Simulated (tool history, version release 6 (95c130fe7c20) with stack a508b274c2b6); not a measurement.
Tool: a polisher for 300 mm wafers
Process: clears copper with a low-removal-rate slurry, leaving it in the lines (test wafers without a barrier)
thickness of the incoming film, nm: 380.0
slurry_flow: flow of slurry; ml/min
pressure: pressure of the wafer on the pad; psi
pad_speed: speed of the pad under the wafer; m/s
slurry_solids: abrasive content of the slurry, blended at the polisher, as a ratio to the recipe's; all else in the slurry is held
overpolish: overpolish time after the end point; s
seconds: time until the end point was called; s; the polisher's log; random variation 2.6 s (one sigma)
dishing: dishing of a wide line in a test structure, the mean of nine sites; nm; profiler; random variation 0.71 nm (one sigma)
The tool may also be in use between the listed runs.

run	hour	slurry_flow	pressure	pad_speed	slurry_solids	overpolish	seconds	dishing
1	0	320	3	0.92	1	26	136.45	50.347
2	4.4	320	3	0.92	1.2	26	133.09	51.252
3	8.1	320	3	1.02	1.2	26	123.94	55.063
4	9.7	320	2.9	1.02	1.2	25	127.3	50.453
5	11	320	2.9	1.02	1.2	18	127.3	39.29
6	18.9	320	2.8	1.02	1.2	18	133.19	37.932
7	24.2	320	2.7	1.02	1.2	18	136.9	36.529
8	26.3	320	2.6	1.02	1.2	18	137.35	35.073

Run 9 comes next. What will it give?
9	30.4	320	2.5	1	1.2	19	?	?

{"run 9": {"seconds": 146.35, "dishing": 35.987}}
